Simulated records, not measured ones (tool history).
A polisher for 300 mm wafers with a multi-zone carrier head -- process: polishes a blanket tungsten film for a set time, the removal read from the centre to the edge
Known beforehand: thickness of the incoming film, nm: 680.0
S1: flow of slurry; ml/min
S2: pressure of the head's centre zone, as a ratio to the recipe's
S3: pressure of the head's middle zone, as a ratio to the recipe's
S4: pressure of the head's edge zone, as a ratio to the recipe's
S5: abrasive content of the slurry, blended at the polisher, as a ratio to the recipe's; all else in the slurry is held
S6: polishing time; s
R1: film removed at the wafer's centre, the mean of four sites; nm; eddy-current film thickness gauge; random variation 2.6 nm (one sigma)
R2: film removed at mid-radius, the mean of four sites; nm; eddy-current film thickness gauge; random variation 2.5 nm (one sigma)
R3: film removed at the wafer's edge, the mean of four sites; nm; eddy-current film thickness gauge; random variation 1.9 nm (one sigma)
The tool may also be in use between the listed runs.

run	hour	S1	S2	S3	S4	S5	S6	R1	R2	R3
1	0.0	265	1.00	1.00	1.00	1.00	44	187.66	184.99	181.44
2	7.2	275	1.00	1.05	1.04	1.10	44	192.71	195.97	187.56
3	15.8	275	1.00	1.05	1.04	0.90	44	181.53	184.74	179.05
4	19.9	225	1.00	1.05	1.04	0.90	44	183.99	184.29	176.18
5	26.0	235	0.99	1.08	1.06	1.10	45	195.93	204.25	192.43
6	26.6	235	0.99	1.08	1.10	1.10	45	192.33	202.58	191.50
7	30.9	240	0.99	1.09	1.11	1.20	45	192.41	209.17	197.07
8	33.9	245	1.00	1.10	1.12	1.30	46	205.01	218.17	204.73
9	35.7	250	1.00	1.11	1.13	1.35	46	207.69	223.16	208.90

Run 10, settings as shown, results not yet in. Your forecast:
10	38.3	255	1.00	1.12	1.14	1.40	46	?	?	?

Logged for run 10: R1 212.53 nm, R2 223.72 nm, R3 209.53 nm.
